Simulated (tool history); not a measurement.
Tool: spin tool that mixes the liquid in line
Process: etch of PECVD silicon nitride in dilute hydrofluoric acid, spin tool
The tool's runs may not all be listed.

run    day  temperature setpoint of the liquid (C)  parts of water to one part of 49 % hydrofluoric acid (parts by volume)  time under the liquid (s)  thickness taken off the PECVD silicon nitride on a monitor wafer (angstrom)
  1  0.000                                    24.0                                                                      90                        310                                                                       51.470
  2  0.058                                    24.0                                                                      90                        310                                                                       50.870
  3  0.192                                    21.0                                                                      90                        310                                                                       41.145
  4  0.342                                    21.0                                                                      70                        310                                                                       53.161
  5  0.600                                    19.0                                                                      70                        310                                                                       45.878
  6  0.679                                    20.5                                                                      70                        310                                                                       51.156
  7  0.771                                    21.5                                                                      70                        310                                                                       54.469
  8  0.817                                    21.5                                                                      70                        310                                                                       54.465
  9  0.846                                    22.5                                                                      70                        310                                                                       58.470
     1.025  -- hydrofluoric acid flow meter replaced
 10  1.025                                    23.5                                                                      70                        310                                                                       67.047
 11  1.371                                    24.0                                                                      70                        310                                                                       69.002
 12  1.550                                    24.5                                                                      70                        310                                                                       71.910

Expected results for the next run?
 13  1.846                                    25.0                                                                      70                        310                                                                            ?

{"run 13": {"thickness taken off the PECVD silicon nitride on a monitor wafer (angstrom)": 73.953}}
